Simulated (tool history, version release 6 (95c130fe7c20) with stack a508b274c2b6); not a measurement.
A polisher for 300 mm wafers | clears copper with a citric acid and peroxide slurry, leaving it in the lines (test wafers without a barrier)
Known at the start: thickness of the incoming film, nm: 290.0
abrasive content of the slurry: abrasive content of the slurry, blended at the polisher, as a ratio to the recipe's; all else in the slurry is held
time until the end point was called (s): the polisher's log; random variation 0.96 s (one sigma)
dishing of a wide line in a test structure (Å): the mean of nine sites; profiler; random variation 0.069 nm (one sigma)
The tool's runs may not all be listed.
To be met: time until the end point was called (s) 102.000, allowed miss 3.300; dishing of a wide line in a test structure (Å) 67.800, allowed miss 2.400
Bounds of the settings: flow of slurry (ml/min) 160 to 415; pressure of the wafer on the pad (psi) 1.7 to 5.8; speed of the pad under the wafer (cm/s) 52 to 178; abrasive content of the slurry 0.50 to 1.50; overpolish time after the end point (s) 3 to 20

run  hour  flow of slurry (ml/min)  pressure of the wafer on the pad (psi)  speed of the pad under the wafer (cm/s)  abrasive content of the slurry  overpolish time after the end point (s)  time until the end point was called (s)  dishing of a wide line in a test structure (Å)
  1   0.0                      265                                     3.7                                      114                            1.00                                       10                                   85.753                                         254.350
  2   5.9                      265                                     3.1                                      114                            1.00                                       10                                  102.960                                         208.940
  3   6.9                      270                                     2.9                                      118                            1.00                                        9                                  106.040                                         188.390
  4  13.4                      225                                     2.9                                      118                            1.00                                        9                                  106.110                                         185.150
  5  16.9                      215                                     2.7                                      120                            1.05                                        8                                  113.410                                         157.180
  6  25.6                      205                                     2.5                                      124                            1.10                                        7                                  117.640                                         134.980
  7  26.7                      200                                     2.4                                      130                            1.15                                        6                                  115.920                                         117.610
  8  29.8                      195                                     2.3                                      136                            1.20                                        6                                  116.730                                         116.230
  9  35.2                      190                                     2.2                                      142                            1.25                                        6                                  114.830                                         116.240
 10  41.8                      185                                     2.1                                      146                            1.30                                        6                                  120.480                                         116.240
 11  44.7                      180                                     2.0                                      146                            1.15                                        6                                  128.400                                         106.090
 12  49.2                      175                                     2.0                                      152                            1.20                                        6                                  124.050                                         110.470
 13  56.1                      175                                     2.0                                      152                            1.20                                        6                                  122.170                                         109.020
 14  59.7                      175                                     2.0                                      156                            1.10                                        6                                  124.430                                         109.990
 15  64.1                      175                                     2.0                                      158                            1.15                                        6                                  121.440                                         111.560
 16  70.9                      175                                     2.0                                      160                            1.20                                        6                                  116.450                                         116.280
 17  75.4                      175                                     2.0                                      160                            1.25                                        6                                  116.940                                         117.600
 18  76.0                      215                                     2.1                                      166                            1.00                                        3                                  113.690                                          62.178
 19  83.3                      215                                     2.2                                      166                            1.00                                        3                                  107.730                                          65.330

Which of these 5 next moves meets every target?
  A  90.6                      205                                     2.3                                      150                            1.05                                        3                                        ?                                               ?
  B  90.6                      230                                     2.3                                      144                            1.00                                        3                                        ?                                               ?
  C  90.6                      210                                     3.0                                      148                            0.60                                        3                                        ?                                               ?
  D  90.6                      175                                     2.3                                      168                            0.80                                        3                                        ?                                               ?
  E  90.6                      235                                     2.0                                      178                            1.05                                        3                                        ?                                               ?

move  time until the end point was called (s)  dishing of a wide line in a test structure (Å)
   A                                  110.650                                          62.594
   B                                  114.540                                          60.518
   C                                  101.430                                          68.325
   D                                  110.650                                          62.589
   E                                  108.160                                          63.889
A: further off than the last run
B: further off than the last run
C: meets every target
D: further off than the last run
E: further off than the last run
Answer: C

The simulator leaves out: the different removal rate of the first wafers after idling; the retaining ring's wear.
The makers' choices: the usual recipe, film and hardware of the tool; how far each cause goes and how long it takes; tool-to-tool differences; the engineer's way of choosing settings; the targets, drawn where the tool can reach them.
